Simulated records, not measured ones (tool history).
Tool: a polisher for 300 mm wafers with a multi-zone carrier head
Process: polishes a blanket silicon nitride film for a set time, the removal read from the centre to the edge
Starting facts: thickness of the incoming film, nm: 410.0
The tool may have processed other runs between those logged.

run  hour  flow of slurry (ml/min)  pressure of the head's centre zone  pressure of the head's middle zone  pressure of the head's edge zone  polishing time (s)  film removed at the wafer's centre (nm)  film removed at mid-radius (nm)  film removed at the wafer's edge (nm)
  1   0.0                      125                                1.00                                1.00                              1.00                  60                                   90.185                           92.840                                 92.060
  2   1.1                      145                                1.00                                1.00                              1.00                  60                                   97.063                           93.851                                 92.052
  3   7.2                      120                                1.00                                1.00                              1.00                  60                                   88.938                           90.053                                 89.905
  4  15.2                      125                                0.99                                1.01                              1.02                  62                                   93.230                           97.299                                 93.648
  5  17.8                      125                                0.99                                1.05                              1.02                  62                                   93.811                          100.290                                 94.441
  6  21.6                      125                                0.98                                1.05                              1.03                  64                                   97.411                           99.300                                 97.646
  7  29.9                      120                                0.97                                1.06                              1.02                  66                                   96.887                          103.770                                 99.051
  8  36.1                      120                                0.96                                1.07                              1.03                  67                                   99.006                          107.500                                101.010

Forecast run 9:
  9  41.7                      120                                0.95                                1.07                              1.04                  68                                        ?                                ?                                      ?

Run 9 measured film removed at the wafer's centre (nm) 97.083, film removed at mid-radius (nm) 109.470, film removed at the wafer's edge (nm) 102.480.
